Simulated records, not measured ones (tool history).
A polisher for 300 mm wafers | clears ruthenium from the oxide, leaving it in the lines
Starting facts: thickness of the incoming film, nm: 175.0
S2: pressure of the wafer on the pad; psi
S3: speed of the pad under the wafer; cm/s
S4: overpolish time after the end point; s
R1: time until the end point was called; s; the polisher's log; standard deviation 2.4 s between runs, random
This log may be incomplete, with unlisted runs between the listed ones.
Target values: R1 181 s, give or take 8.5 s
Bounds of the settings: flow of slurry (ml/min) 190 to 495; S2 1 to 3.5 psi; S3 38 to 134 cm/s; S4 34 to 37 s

run 1 hour=0 | flow_of_slurry_(ml/min)=320 S2=2.2 S3=86 S4=34 | R1=146.81
run 2 hour=2.7 | flow_of_slurry_(ml/min)=320 S2=2.2 S3=86 S4=34 | R1=143.99
run 3 hour=5.4 | flow_of_slurry_(ml/min)=320 S2=2.1 S3=86 S4=34 | R1=148.56
run 4 hour=10.8 | flow_of_slurry_(ml/min)=320 S2=2.1 S3=100 S4=34 | R1=125.2
run 5 hour=13.9 | flow_of_slurry_(ml/min)=320 S2=1.9 S3=100 S4=34 | R1=135.52
run 6 hour=14.9 | flow_of_slurry_(ml/min)=320 S2=1.7 S3=100 S4=34 | R1=141.75
run 7 hour=18.3 | flow_of_slurry_(ml/min)=320 S2=1.6 S3=100 S4=34 | R1=147.84
run 8 hour=23.7 | flow_of_slurry_(ml/min)=320 S2=1.5 S3=100 S4=34 | R1=155.74
run 9 hour=28.1 | flow_of_slurry_(ml/min)=320 S2=1.4 S3=100 S4=34 | R1=160.3
run 10 hour=35.6 | flow_of_slurry_(ml/min)=320 S2=1.3 S3=100 S4=34 | R1=170.36

Which one of the following 4 next-run settings gets every result inside its allowed miss? There is exactly one.
run A hour=43.1 | flow_of_slurry_(ml/min)=325 S2=1 S3=98 S4=37 | R1=?
run B hour=43.1 | flow_of_slurry_(ml/min)=220 S2=1.2 S3=104 S4=37 | R1=?
run C hour=43.1 | flow_of_slurry_(ml/min)=390 S2=1.6 S3=92 S4=34 | R1=?
run D hour=43.1 | flow_of_slurry_(ml/min)=235 S2=1.3 S3=108 S4=34 | R1=?

move=A R1=198.41
move=B R1=178.66
move=C R1=161.37
move=D R1=163.47
A: the result that was furthest off in the last run now lies on the other side of its target
B: all results in spec
C: further off than the last run
D: further off than the last run
B is the move that brings every result within its allowed miss.
